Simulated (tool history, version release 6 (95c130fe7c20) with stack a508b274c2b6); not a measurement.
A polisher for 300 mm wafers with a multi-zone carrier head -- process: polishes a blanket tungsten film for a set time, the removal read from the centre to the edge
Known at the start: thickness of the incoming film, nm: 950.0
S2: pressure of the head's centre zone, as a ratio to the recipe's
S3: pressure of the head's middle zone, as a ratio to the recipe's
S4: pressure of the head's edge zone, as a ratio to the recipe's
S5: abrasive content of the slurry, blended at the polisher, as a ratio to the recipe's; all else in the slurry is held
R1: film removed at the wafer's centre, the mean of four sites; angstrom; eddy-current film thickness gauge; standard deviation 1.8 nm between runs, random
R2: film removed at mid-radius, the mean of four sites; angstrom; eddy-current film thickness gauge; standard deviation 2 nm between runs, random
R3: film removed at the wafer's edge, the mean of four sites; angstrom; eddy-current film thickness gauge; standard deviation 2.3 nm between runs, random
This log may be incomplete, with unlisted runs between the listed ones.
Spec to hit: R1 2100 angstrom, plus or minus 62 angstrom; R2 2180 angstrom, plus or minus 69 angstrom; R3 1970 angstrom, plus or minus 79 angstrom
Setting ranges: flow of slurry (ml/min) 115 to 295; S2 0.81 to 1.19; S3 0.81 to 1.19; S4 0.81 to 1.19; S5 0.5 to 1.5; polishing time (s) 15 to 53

run 1 hour=0 | flow_of_slurry_(ml/min)=190 S2=1 S3=1 S4=1 S5=1 polishing_time_(s)=34 | R1=1717 R2=1778.4 R3=1729.3
run 2 hour=1.9 | flow_of_slurry_(ml/min)=190 S2=1 S3=1 S4=1 S5=1 polishing_time_(s)=26 | R1=1279.9 R2=1343.8 R3=1319.9
run 3 hour=9.4 | flow_of_slurry_(ml/min)=190 S2=1 S3=1 S4=1 S5=1 polishing_time_(s)=30 | R1=1495.8 R2=1549.9 R3=1528.9
run 4 hour=11.5 | flow_of_slurry_(ml/min)=200 S2=1.02 S3=1.03 S4=1.02 S5=1.1 polishing_time_(s)=30 | R1=1565.7 R2=1590.4 R3=1542.2
run 5 hour=16.9 | flow_of_slurry_(ml/min)=200 S2=1.05 S3=1.03 S4=1.02 S5=1.1 polishing_time_(s)=30 | R1=1575.5 R2=1602.2 R3=1576.2
run 6 hour=24.8 | flow_of_slurry_(ml/min)=200 S2=1.05 S3=1.03 S4=1.02 S5=1 polishing_time_(s)=30 | R1=1584.1 R2=1601.8 R3=1538.3
run 7 hour=25.3 | flow_of_slurry_(ml/min)=205 S2=1.06 S3=1.05 S4=1.03 S5=1.05 polishing_time_(s)=31 | R1=1660.1 R2=1701 R3=1616.6
run 8 hour=26.4 | flow_of_slurry_(ml/min)=210 S2=1.07 S3=1.07 S4=1.04 S5=1.1 polishing_time_(s)=31 | R1=1697.3 R2=1711.3 R3=1618.2
run 9 hour=34.1 | flow_of_slurry_(ml/min)=230 S2=1.05 S3=1.16 S4=1.06 S5=1.35 polishing_time_(s)=37 | R1=2064.3 R2=2312.7 R3=2021.5
run 10 hour=35.5 | flow_of_slurry_(ml/min)=230 S2=1.06 S3=1.15 S4=1.06 S5=1.35 polishing_time_(s)=37 | R1=2080.2 R2=2267.2 R3=2065.6
run 11 hour=41.1 | flow_of_slurry_(ml/min)=230 S2=1.07 S3=1.15 S4=1.05 S5=1.35 polishing_time_(s)=37 | R1=2099.3 R2=2289.2 R3=2067.2
run 12 hour=47.8 | flow_of_slurry_(ml/min)=230 S2=1.08 S3=1.15 S4=1.04 S5=1.3 polishing_time_(s)=37 | R1=2129 R2=2292.3 R3=2009.3

Pick the move, out of 4, that brings all results within their allowed miss; only one does.
run A hour=54.5 | flow_of_slurry_(ml/min)=230 S2=1.1 S3=1.15 S4=1.05 S5=1.25 polishing_time_(s)=36 | R1=? R2=? R3=?
run B hour=54.5 | flow_of_slurry_(ml/min)=275 S2=1.07 S3=1 S4=1.06 S5=1.5 polishing_time_(s)=38 | R1=? R2=? R3=?
run C hour=54.5 | flow_of_slurry_(ml/min)=280 S2=1.05 S3=1.16 S4=1.11 S5=1.4 polishing_time_(s)=37 | R1=? R2=? R3=?
run D hour=54.5 | flow_of_slurry_(ml/min)=270 S2=1.16 S3=1.07 S4=1.16 S5=1.25 polishing_time_(s)=37 | R1=? R2=? R3=?

move=A R1=2078.8 R2=2187.9 R3=1913.8
move=B R1=2234.6 R2=2145.3 R3=2119.7
move=C R1=2116.6 R2=2347.8 R3=2086.3
move=D R1=2288.5 R2=2143.2 R3=2093.3
A: meets every target
B: the furthest-off result lands on target, but another misses its tolerance
C: moves away from the targets compared with the last run
D: the furthest-off result lands on target, but another misses its tolerance
A meets every target.

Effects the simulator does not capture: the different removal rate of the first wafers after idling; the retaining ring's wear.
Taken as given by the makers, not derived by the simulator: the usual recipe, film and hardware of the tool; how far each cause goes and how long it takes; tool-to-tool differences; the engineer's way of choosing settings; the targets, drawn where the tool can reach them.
